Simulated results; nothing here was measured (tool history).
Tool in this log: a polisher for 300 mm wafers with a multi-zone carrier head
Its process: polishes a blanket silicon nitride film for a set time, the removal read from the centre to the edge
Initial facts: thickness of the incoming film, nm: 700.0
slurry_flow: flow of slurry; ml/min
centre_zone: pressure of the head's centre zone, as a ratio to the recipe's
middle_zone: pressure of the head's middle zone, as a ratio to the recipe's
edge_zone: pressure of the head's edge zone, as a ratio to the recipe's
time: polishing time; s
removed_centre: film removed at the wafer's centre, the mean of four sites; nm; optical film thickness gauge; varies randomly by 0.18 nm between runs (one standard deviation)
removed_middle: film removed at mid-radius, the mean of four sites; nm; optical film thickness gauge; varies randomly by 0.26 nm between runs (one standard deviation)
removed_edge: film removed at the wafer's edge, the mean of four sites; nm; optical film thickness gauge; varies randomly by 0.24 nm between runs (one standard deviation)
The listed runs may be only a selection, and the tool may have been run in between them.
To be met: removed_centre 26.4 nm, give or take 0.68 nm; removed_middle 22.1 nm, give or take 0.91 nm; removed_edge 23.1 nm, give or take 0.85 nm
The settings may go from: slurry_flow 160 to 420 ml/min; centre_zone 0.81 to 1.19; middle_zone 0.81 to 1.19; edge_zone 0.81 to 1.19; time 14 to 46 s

Run 1, hour 0: slurry_flow 270 ml/min, centre_zone 1, middle_zone 1, edge_zone 1, time 30 s. Result: removed_centre 30.449 nm, removed_middle 31.773 nm, removed_edge 31.652 nm.
Run 2, hour 4.8: slurry_flow 270 ml/min, centre_zone 1.02, middle_zone 0.97, edge_zone 0.96, time 28 s. Result: removed_centre 28.993 nm, removed_middle 28.848 nm, removed_edge 29.482 nm.
Run 3, hour 5.4: slurry_flow 270 ml/min, centre_zone 0.97, middle_zone 0.97, edge_zone 0.96, time 28 s. Result: removed_centre 27.308 nm, removed_middle 28.301 nm, removed_edge 28.366 nm.
Run 4, hour 6.2: slurry_flow 270 ml/min, centre_zone 0.97, middle_zone 0.97, edge_zone 0.96, time 31 s. Result: removed_centre 30.502 nm, removed_middle 32.137 nm, removed_edge 31.992 nm.
Run 5, hour 12.7: slurry_flow 285 ml/min, centre_zone 1.01, middle_zone 0.95, edge_zone 0.93, time 29 s. Result: removed_centre 30.112 nm, removed_middle 29.081 nm, removed_edge 29.253 nm.
Run 6, hour 19.2: slurry_flow 300 ml/min, centre_zone 1, middle_zone 0.92, edge_zone 0.9, time 28 s. Result: removed_centre 28.704 nm, removed_middle 28.128 nm, removed_edge 28.149 nm.
Run 7, hour 25.2: slurry_flow 295 ml/min, centre_zone 1.02, middle_zone 0.9, edge_zone 0.88, time 27 s. Result: removed_centre 28.151 nm, removed_middle 26.953 nm, removed_edge 26.709 nm.
Run 8, hour 26.8: slurry_flow 290 ml/min, centre_zone 1.04, middle_zone 0.88, edge_zone 0.88, time 26 s. Result: removed_centre 27.586 nm, removed_middle 25.02 nm, removed_edge 25.964 nm.

Exactly one of the 5 candidate moves below puts every result within its allowed miss. Which one?
Run A, hour 28.4: slurry_flow 190 ml/min, centre_zone 0.88, middle_zone 0.89, edge_zone 1.02, time 29 s. Result: removed_centre ?, removed_middle ?, removed_edge ?.
Run B, hour 28.4: slurry_flow 245 ml/min, centre_zone 0.96, middle_zone 0.82, edge_zone 1.01, time 26 s. Result: removed_centre ?, removed_middle ?, removed_edge ?.
Run C, hour 28.4: slurry_flow 255 ml/min, centre_zone 0.9, middle_zone 0.84, edge_zone 1.04, time 29 s. Result: removed_centre ?, removed_middle ?, removed_edge ?.
Run D, hour 28.4: slurry_flow 235 ml/min, centre_zone 1.09, middle_zone 0.82, edge_zone 0.82, time 24 s. Result: removed_centre ?, removed_middle ?, removed_edge ?.
Run E, hour 28.4: slurry_flow 340 ml/min, centre_zone 1.14, middle_zone 1.07, edge_zone 0.81, time 24 s. Result: removed_centre ?, removed_middle ?, removed_edge ?.

move  removed_centre  removed_middle  removed_edge
   A          25.005          27.367        29.755
   B          24.991          23.812        26.955
   C          26.206          27.025         30.56
   D          26.129          21.903        22.547
   E          28.168          26.486        22.818
A: the biggest miss grows against the last run
B: the biggest miss grows against the last run
C: the biggest miss grows against the last run
D: in spec on every target
E: puts the biggest miss on target and leaves a different result outside tolerance
D is the move that brings every result within its allowed miss.
